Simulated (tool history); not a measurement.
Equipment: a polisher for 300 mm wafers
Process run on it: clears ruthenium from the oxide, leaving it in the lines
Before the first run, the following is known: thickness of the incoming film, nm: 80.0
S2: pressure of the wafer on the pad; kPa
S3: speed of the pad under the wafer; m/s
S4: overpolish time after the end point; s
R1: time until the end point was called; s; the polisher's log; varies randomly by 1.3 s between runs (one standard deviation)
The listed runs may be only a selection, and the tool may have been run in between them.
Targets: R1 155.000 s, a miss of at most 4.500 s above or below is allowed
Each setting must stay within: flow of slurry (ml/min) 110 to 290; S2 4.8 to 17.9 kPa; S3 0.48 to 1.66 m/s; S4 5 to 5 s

{"run": 1, "hour": 0.0, "flow of slurry (ml/min)": 185, "S2": 11.0, "S3": 1.06, "S4": 5, "R1": 91.675}
{"run": 2, "hour": 0.7, "flow of slurry (ml/min)": 185, "S2": 13.8, "S3": 1.06, "S4": 5, "R1": 73.781}
{"run": 3, "hour": 4.8, "flow of slurry (ml/min)": 165, "S2": 13.8, "S3": 1.06, "S4": 5, "R1": 75.508}
{"run": 4, "hour": 6.0, "flow of slurry (ml/min)": 190, "S2": 13.8, "S3": 1.06, "S4": 5, "R1": 74.736}
{"run": 5, "hour": 13.9, "flow of slurry (ml/min)": 190, "S2": 13.1, "S3": 1.06, "S4": 5, "R1": 77.609}
{"run": 6, "hour": 22.8, "flow of slurry (ml/min)": 185, "S2": 12.4, "S3": 1.06, "S4": 5, "R1": 82.279}
{"hour": 28.2, "done": "slurry nozzle cleaned"}
{"run": 7, "hour": 28.2, "flow of slurry (ml/min)": 185, "S2": 11.7, "S3": 1.06, "S4": 5, "R1": 83.978}
{"run": 8, "hour": 34.4, "flow of slurry (ml/min)": 160, "S2": 8.3, "S3": 0.92, "S4": 5, "R1": 136.7}
{"run": 9, "hour": 39.2, "flow of slurry (ml/min)": 140, "S2": 6.9, "S3": 0.92, "S4": 5, "R1": 162.58}

Which of these 5 next moves meets every target?
{"run": "A", "hour": 44.0, "flow of slurry (ml/min)": 115, "S2": 11.7, "S3": 0.62, "S4": 5, "R1": "?"}
{"run": "B", "hour": 44.0, "flow of slurry (ml/min)": 125, "S2": 6.2, "S3": 1.18, "S4": 5, "R1": "?"}
{"run": "C", "hour": 44.0, "flow of slurry (ml/min)": 185, "S2": 7.6, "S3": 0.86, "S4": 5, "R1": "?"}
{"run": "D", "hour": 44.0, "flow of slurry (ml/min)": 175, "S2": 7.6, "S3": 0.94, "S4": 5, "R1": "?"}
{"run": "E", "hour": 44.0, "flow of slurry (ml/min)": 160, "S2": 9.0, "S3": 0.82, "S4": 5, "R1": "?"}

move=A R1=142.300
move=B R1=146.370
move=C R1=155.120
move=D R1=143.950
move=E R1=139.780
A: takes the result that was furthest off past its target
B: takes the result that was furthest off past its target
C: hits every target within its allowed miss
D: takes the result that was furthest off past its target
E: takes the result that was furthest off past its target
Correct choice: C, which meets every target

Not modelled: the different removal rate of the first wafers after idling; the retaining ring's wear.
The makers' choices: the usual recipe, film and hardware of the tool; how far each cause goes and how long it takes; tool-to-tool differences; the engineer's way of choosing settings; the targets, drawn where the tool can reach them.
